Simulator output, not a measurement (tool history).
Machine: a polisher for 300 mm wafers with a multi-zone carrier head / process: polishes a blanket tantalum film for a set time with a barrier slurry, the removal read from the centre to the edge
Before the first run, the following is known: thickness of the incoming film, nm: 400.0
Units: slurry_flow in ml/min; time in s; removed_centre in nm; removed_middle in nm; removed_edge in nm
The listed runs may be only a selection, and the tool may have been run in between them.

run	hour	slurry_flow	centre_zone	middle_zone	edge_zone	slurry_solids	time	removed_centre	removed_middle	removed_edge
1	0	120	1	1	1	1	73	131.58	131.11	129.29
2	7.9	120	1	0.94	1	1	73	130.3	124.72	131.11
3	9.7	115	1	0.95	0.97	0.9	69	118.01	112.37	114.79
4	17.4	110	0.99	0.95	0.94	0.85	67	108.24	106.07	108
5	26.2	110	0.99	0.95	0.94	0.85	54	87.193	84.77	86.04
6	35	105	0.99	0.96	0.92	0.85	54	86.211	84.934	84.63
7	41.1	100	0.99	0.96	0.9	0.85	54	85.511	83.732	82.723
8	42.9	95	0.99	0.96	0.88	0.85	54	82.736	82.116	81.49
9	49.4	85	1.06	1.01	0.81	0.65	53	73.961	71.287	67.195
10	56.4	90	1.05	1.01	0.82	0.65	53	73.213	72.37	67.685
11	57.1	95	1.05	1.01	0.83	0.65	53	77.036	73.284	68.226
12	62.8	100	1.04	1.01	0.84	0.65	53	78.322	76.001	68.743
13	64.9	100	1.03	1.01	0.85	0.65	53	75.987	76.252	70.482

Run 14 is up next; what results do you expect?
14	68	100	1.03	1.01	0.86	0.65	53	?	?	?

{"run 14": {"removed_centre": 77.566, "removed_middle": 74.302, "removed_edge": 70.361}}

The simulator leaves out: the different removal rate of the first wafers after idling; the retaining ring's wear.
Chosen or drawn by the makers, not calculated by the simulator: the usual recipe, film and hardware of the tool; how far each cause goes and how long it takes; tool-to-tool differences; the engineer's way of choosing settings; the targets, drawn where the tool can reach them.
